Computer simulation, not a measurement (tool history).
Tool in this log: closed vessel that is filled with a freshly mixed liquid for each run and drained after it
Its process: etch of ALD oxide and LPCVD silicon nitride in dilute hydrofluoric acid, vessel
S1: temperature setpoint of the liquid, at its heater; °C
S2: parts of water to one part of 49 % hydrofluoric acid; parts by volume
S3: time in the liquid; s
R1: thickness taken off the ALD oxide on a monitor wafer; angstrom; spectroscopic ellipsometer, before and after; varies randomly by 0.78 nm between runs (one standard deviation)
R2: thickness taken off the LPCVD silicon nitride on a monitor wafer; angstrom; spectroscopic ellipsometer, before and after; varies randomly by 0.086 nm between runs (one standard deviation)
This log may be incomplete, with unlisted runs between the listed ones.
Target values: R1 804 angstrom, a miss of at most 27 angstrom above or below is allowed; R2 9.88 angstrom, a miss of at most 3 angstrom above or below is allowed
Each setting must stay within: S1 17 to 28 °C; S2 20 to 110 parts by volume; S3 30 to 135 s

{"run": 1, "hour": 0.0, "S1": 20, "S2": 60, "S3": 70, "R1": 274.4, "R2": 4.0624}
{"run": 2, "hour": 6.8, "S1": 21.5, "S2": 50, "S3": 75, "R1": 380.48, "R2": 6.4311}
{"run": 3, "hour": 7.9, "S1": 21.5, "S2": 40, "S3": 80, "R1": 500.84, "R2": 8.4482}
{"run": 4, "hour": 10.8, "S1": 21.5, "S2": 50, "S3": 80, "R1": 400.89, "R2": 6.1631}
{"run": 5, "hour": 13.9, "S1": 23, "S2": 50, "S3": 80, "R1": 419.72, "R2": 6.6494}
{"run": 6, "hour": 15.6, "S1": 20.5, "S2": 50, "S3": 80, "R1": 377.39, "R2": 5.353}
{"run": 7, "hour": 21.2, "S1": 20.5, "S2": 40, "S3": 85, "R1": 524.87, "R2": 7.3817}
{"run": 8, "hour": 28.2, "S1": 20, "S2": 35, "S3": 85, "R1": 585.53, "R2": 7.0767}
{"run": 9, "hour": 36.4, "S1": 20.5, "S2": 30, "S3": 85, "R1": 706.07, "R2": 9.3463}

4 candidate next runs follow, results not yet known. Just one meets every target within its allowed miss. Identify it.
{"run": "A", "hour": 44.6, "S1": 17, "S2": 25, "S3": 105, "R1": "?", "R2": "?"}
{"run": "B", "hour": 44.6, "S1": 19, "S2": 40, "S3": 130, "R1": "?", "R2": "?"}
{"run": "C", "hour": 44.6, "S1": 17, "S2": 25, "S3": 95, "R1": "?", "R2": "?"}
{"run": "D", "hour": 44.6, "S1": 27.5, "S2": 35, "S3": 70, "R1": "?", "R2": "?"}

move=A R1=896.9 R2=11.8
move=B R1=744.5 R2=10.718
move=C R1=811.48 R2=10.676
move=D R1=658.05 R2=11.737
A: takes the biggest miss from the last run beyond its target
B: nearer the targets than the last run, but a result is still out of spec
C: every result within its allowed miss
D: its largest miss is bigger than the last run's
C meets every target.
